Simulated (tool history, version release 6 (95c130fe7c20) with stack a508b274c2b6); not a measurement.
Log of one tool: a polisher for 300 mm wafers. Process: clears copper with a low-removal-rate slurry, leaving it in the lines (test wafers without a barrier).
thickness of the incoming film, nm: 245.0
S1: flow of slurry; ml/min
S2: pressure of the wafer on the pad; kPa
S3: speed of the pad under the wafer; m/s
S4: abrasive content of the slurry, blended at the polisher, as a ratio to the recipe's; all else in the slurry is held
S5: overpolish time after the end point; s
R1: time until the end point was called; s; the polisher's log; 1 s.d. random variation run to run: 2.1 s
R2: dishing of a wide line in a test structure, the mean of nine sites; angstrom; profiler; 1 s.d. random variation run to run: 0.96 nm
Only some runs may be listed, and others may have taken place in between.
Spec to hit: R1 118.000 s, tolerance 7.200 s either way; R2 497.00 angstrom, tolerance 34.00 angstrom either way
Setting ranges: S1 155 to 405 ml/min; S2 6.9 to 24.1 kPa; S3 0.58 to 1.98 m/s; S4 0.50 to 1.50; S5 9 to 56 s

run	hour	S1	S2	S3	S4	S5	R1	R2
1	0.0	260	15.2	1.28	1.00	29	90.727	462.20
2	4.0	260	14.5	1.28	1.00	31	97.930	476.02
3	11.3	260	13.8	1.28	1.00	32	101.300	442.02
4	16.4	260	13.8	1.26	1.00	34	100.970	470.04
5	19.5	260	13.8	1.26	1.00	36	102.650	483.36
6	22.6	260	17.9	1.26	1.00	36	81.565	588.62
7	28.8	260	17.2	1.26	1.00	37	82.419	587.02
8	37.7	260	16.5	1.26	1.00	38	88.943	580.01
9	38.5	260	15.9	1.26	1.00	39	90.861	580.99
# hour 40.4: slurry nozzle cleaned
10	40.4	260	15.2	1.26	1.00	39	90.732	582.94
11	41.7	260	14.5	1.26	1.00	39	93.687	561.15
12	49.5	260	13.8	1.26	1.00	40	96.592	536.85
13	52.4	260	13.1	1.24	1.00	41	102.000	526.72
14	57.5	260	12.4	1.24	1.00	42	108.310	517.85
15	63.8	260	12.4	1.24	1.00	42	105.690	539.32

Exercise: of the 4 proposed moves below, exactly one satisfies all targets within the stated allowed misses. Which move is it?
A	70.1	270	12.4	1.26	1.15	43	?	?
B	70.1	290	13.1	1.42	1.00	34	?	?
C	70.1	260	11.7	1.12	1.05	43	?	?
D	70.1	285	18.6	0.72	1.40	34	?	?

move	R1	R2
A	102.040	551.03
B	91.198	514.70
C	119.770	494.67
D	101.740	498.88
A: the biggest miss grows against the last run
B: the biggest miss grows against the last run
C: each result inside its tolerance
D: the biggest miss grows against the last run
The right move is C.
